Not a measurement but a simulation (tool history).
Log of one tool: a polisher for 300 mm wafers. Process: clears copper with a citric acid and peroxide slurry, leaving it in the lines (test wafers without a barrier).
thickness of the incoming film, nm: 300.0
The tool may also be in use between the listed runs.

run	hour	flow of slurry (ml/min)	pressure of the wafer on the pad (kPa)	speed of the pad under the wafer (cm/s)	abrasive content of the slurry	overpolish time after the end point (s)	time until the end point was called (s)	dishing of a wide line in a test structure (Å)
1	0.0	185	29.0	90	1.0	20	88.423	429.28
2	3.8	185	29.0	90	1.0	27	88.516	529.20
3	12.1	185	29.0	90	0.9	27	91.117	511.66
4	18.0	185	31.0	90	0.9	26	88.342	530.31
5	22.8	185	24.8	90	0.9	26	100.570	478.40
6	26.3	185	24.8	90	0.8	26	103.980	464.17
7	29.6	185	26.9	92	0.8	25	94.723	470.27
8	31.4	190	35.2	98	0.8	21	75.954	518.84
9	33.6	190	35.2	98	0.8	21	75.091	520.95
10	35.4	190	36.5	100	0.8	21	70.046	532.78

The next listed run, before its measurement:
11	38.4	190	37.2	102	0.8	21	?	?

time until the end point was called (s): 67.979
dishing of a wide line in a test structure (Å): 564.83
